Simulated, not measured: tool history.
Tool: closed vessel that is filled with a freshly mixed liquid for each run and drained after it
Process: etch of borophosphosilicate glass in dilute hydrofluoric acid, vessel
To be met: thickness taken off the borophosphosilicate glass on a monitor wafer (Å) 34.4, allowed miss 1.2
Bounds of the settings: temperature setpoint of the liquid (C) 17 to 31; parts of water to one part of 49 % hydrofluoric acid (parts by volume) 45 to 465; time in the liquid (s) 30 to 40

run	hour	temperature setpoint of the liquid (C)	parts of water to one part of 49 % hydrofluoric acid (parts by volume)	time in the liquid (s)	thickness taken off the borophosphosilicate glass on a monitor wafer (Å)
1	0	23	255	40	42.696
2	7.9	21.5	255	40	40.115
3	10.1	20.5	255	40	38.815
4	18	22	255	40	41.827
5	25.6	21	255	40	39.505
6	29.3	20	255	40	37.662
7	31.6	19.5	255	40	37.577
8	38.9	19	255	40	36.312
9	47.5	18.5	255	40	36.565

4 next moves are on the table. One of them brings every result within its allowed miss. Which?
A	56.1	21.5	255	40	?
B	56.1	17.5	235	40	?
C	56.1	20	240	30	?
D	56.1	17.5	260	40	?

move	thickness taken off the borophosphosilicate glass on a monitor wafer (Å)
A	40.077
B	38.201
C	30.688
D	33.72
A: further off than the last run
B: further off than the last run
C: takes the result that was furthest off past its target
D: meets every target
The right move is D.
